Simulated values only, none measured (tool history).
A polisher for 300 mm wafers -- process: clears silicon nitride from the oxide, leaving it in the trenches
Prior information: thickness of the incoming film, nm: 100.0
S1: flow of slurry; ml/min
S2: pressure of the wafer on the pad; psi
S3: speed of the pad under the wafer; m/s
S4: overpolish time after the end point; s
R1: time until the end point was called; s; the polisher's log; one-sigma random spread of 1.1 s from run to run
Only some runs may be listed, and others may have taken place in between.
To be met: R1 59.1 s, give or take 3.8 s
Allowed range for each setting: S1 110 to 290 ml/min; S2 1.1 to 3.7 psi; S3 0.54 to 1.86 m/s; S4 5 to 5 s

| run | hour | S1 | S2 | S3 | S4 | R1 |
|---|---|---|---|---|---|---|
| 1 | 0 | 185 | 2.4 | 1.18 | 5 | 103.76 |
| 2 | 5 | 145 | 2.4 | 1.18 | 5 | 107.42 |
| 3 | 7.8 | 145 | 2.6 | 1.18 | 5 | 103.75 |
| 4 | 14.8 | 110 | 2.6 | 1.18 | 5 | 105.56 |
| 5 | 15.3 | 110 | 2.6 | 0.9 | 5 | 140.49 |
| 6 | 16.5 | 110 | 2.6 | 0.9 | 5 | 135.21 |
| 7 | 20.1 | 115 | 3 | 1.06 | 5 | 100.83 |
| 8 | 23.9 | 120 | 3.2 | 1.16 | 5 | 84.798 |
| 9 | 26 | 125 | 3.4 | 1.22 | 5 | 78.391 |
| 10 | 27.6 | 125 | 3.5 | 1.3 | 5 | 69.513 |
| 11 | 36 | 125 | 3.7 | 1.4 | 5 | 61.183 |

Exactly one of the 4 candidate moves below puts every result within its allowed miss. Which one?
| A | 44.4 | 120 | 3.6 | 1.34 | 5 | ? |
| B | 44.4 | 120 | 3.4 | 1.4 | 5 | ? |
| C | 44.4 | 145 | 3.5 | 1.56 | 5 | ? |
| D | 44.4 | 165 | 2.9 | 1.58 | 5 | ? |

| move | R1 |
|---|---|
| A | 69.155 |
| B | 70.256 |
| C | 59.678 |
| D | 69.147 |
A: further off than the last run
B: further off than the last run
C: all results land within tolerance of their targets
D: further off than the last run
Correct choice: C, which meets every target
